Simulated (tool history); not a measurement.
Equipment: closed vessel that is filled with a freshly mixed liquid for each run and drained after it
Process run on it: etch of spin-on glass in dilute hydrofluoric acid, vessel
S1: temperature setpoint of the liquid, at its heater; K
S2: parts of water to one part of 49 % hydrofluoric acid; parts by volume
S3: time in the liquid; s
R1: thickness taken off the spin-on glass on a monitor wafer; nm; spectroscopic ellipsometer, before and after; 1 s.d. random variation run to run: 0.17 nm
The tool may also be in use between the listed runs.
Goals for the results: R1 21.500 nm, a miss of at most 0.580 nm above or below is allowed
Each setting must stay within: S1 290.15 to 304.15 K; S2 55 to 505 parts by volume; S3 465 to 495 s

run	hour	S1	S2	S3	R1
1	0.0	296.15	280	465	48.838
2	8.2	299.65	280	465	55.727
3	16.4	298.65	295	465	49.309
4	23.7	298.65	230	465	69.188
5	26.5	297.65	250	465	60.540
# hour 34.7: thermometer replaced
6	34.7	297.65	250	495	59.443
7	40.3	296.65	270	495	51.940
8	45.7	292.65	380	495	28.781
9	50.5	292.15	385	495	27.941

Which one of the following 4 next-run settings gets every result inside its allowed miss? There is exactly one.
A	55.3	292.65	455	465	?
B	55.3	293.15	280	495	?
C	55.3	290.15	415	480	?
D	55.3	291.15	455	465	?

move	R1
A	21.469
B	43.816
C	22.969
D	20.390
A: meets every target
B: lands further from the targets than the last run did
C: gains on the last run, yet a result remains outside its allowed miss
D: takes the result that was furthest off past its target
The move that meets every target is A.
